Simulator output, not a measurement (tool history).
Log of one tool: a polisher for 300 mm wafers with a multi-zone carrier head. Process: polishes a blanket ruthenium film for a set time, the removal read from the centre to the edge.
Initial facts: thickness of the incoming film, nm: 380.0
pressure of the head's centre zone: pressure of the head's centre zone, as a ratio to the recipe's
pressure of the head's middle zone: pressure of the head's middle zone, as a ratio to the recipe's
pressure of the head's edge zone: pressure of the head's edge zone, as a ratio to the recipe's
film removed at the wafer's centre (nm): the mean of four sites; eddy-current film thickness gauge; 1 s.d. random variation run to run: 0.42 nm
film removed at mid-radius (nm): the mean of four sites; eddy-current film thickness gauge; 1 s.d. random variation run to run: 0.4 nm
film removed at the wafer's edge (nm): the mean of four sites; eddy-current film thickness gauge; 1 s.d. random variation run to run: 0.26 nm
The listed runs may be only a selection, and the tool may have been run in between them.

run,day,flow of slurry (ml/min),pressure of the head's centre zone,pressure of the head's middle zone,pressure of the head's edge zone,polishing time (s),film removed at the wafer's centre (nm),film removed at mid-radius (nm),film removed at the wafer's edge (nm)
1,0.000,145,1.00,1.00,1.00,30,25.387,25.931,25.402
2,0.275,165,1.00,1.00,1.00,30,26.168,25.941,25.793
3,0.362,170,1.01,0.99,1.02,31,27.741,26.783,26.280
4,0.629,165,1.00,0.96,1.04,32,28.036,27.672,27.981
5,0.688,170,1.01,0.94,1.06,32,27.886,26.565,27.959
6,0.729,175,1.02,0.93,1.07,33,29.523,26.982,28.736
7,0.988,175,1.02,0.93,1.07,33,29.876,27.393,28.940

What will run 8 give?
8,1.117,175,1.02,0.92,1.09,33,?,?,?

{"run 8": {"film removed at the wafer's centre (nm)": 29.577, "film removed at mid-radius (nm)": 26.754, "film removed at the wafer's edge (nm)": 29.409}}
